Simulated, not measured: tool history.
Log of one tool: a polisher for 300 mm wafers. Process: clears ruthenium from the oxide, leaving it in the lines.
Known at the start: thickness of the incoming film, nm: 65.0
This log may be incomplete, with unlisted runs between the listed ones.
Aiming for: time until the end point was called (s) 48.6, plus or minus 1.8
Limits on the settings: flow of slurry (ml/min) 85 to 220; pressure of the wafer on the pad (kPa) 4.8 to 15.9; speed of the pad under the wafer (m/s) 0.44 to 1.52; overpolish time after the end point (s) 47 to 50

| run | day | flow of slurry (ml/min) | pressure of the wafer on the pad (kPa) | speed of the pad under the wafer (m/s) | overpolish time after the end point (s) | time until the end point was called (s) |
|---|---|---|---|---|---|---|
| 1 | 0 | 140 | 10.3 | 0.98 | 47 | 85.802 |
| 2 | 0.179 | 140 | 9 | 0.98 | 47 | 95.09 |
| 3 | 0.283 | 145 | 11 | 1 | 47 | 78.053 |
| 4 | 0.354 | 150 | 12.4 | 1 | 47 | 70.353 |
| 5 | 0.417 | 125 | 12.4 | 1 | 47 | 71.362 |
| 6 | 0.733 | 125 | 13.1 | 1.02 | 47 | 67.258 |
| 7 | 0.804 | 125 | 13.1 | 1.02 | 47 | 67.354 |
| 8 | 1.088 | 130 | 13.8 | 1.04 | 47 | 62.224 |
| 9 | 1.217 | 135 | 14.5 | 1.06 | 47 | 59.348 |
| 10 | 1.321 | 135 | 15.2 | 1.1 | 47 | 54.02 |
| 11 | 1.667 | 135 | 15.2 | 1.12 | 47 | 52.228 |

Which of these 4 next moves meets every target?
| A | 2.012 | 90 | 13.8 | 1.44 | 47 | ? |
| B | 2.012 | 140 | 15.9 | 1.06 | 47 | ? |
| C | 2.012 | 135 | 14.5 | 1.08 | 47 | ? |
| D | 2.012 | 170 | 15.2 | 1 | 47 | ? |

| move | time until the end point was called (s) |
|---|---|
| A | 49.366 |
| B | 53.55 |
| C | 57.536 |
| D | 57.247 |
A: in spec on every target
B: misses by more than the last run did
C: misses by more than the last run did
D: misses by more than the last run did
So the answer is move A, the one that meets all the targets.

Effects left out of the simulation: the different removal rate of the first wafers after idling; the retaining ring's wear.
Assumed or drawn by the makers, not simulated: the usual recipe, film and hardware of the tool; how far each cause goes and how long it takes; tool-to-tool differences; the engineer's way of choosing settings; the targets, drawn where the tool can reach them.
